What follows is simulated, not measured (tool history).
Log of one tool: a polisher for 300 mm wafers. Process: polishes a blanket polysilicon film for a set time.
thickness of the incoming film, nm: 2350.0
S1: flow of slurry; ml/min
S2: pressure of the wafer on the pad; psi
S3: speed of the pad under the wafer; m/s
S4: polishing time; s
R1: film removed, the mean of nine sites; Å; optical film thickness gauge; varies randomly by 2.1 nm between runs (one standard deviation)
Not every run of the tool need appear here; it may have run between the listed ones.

{"run": 1, "hour": 0.0, "S1": 275, "S2": 2.5, "S3": 1.06, "S4": 51, "R1": 3276.3}
{"run": 2, "hour": 1.9, "S1": 275, "S2": 2.2, "S3": 1.0, "S4": 51, "R1": 2707.4}
{"run": 3, "hour": 3.1, "S1": 275, "S2": 2.2, "S3": 1.26, "S4": 51, "R1": 3343.6}
{"run": 4, "hour": 3.8, "S1": 275, "S2": 2.2, "S3": 1.4, "S4": 51, "R1": 3651.8}
{"run": 5, "hour": 11.0, "S1": 275, "S2": 2.0, "S3": 1.28, "S4": 50, "R1": 3005.9}
{"run": 6, "hour": 18.3, "S1": 275, "S2": 1.8, "S3": 1.2, "S4": 49, "R1": 2474.1}
{"run": 7, "hour": 26.3, "S1": 275, "S2": 1.1, "S3": 0.92, "S4": 47, "R1": 1230.4}

Run 8 has not been measured yet. What should we expect?
{"run": 8, "hour": 33.3, "S1": 275, "S2": 1.2, "S3": 0.92, "S4": 47, "R1": "?"}

Run 8 yielded R1 1308.6 Å.

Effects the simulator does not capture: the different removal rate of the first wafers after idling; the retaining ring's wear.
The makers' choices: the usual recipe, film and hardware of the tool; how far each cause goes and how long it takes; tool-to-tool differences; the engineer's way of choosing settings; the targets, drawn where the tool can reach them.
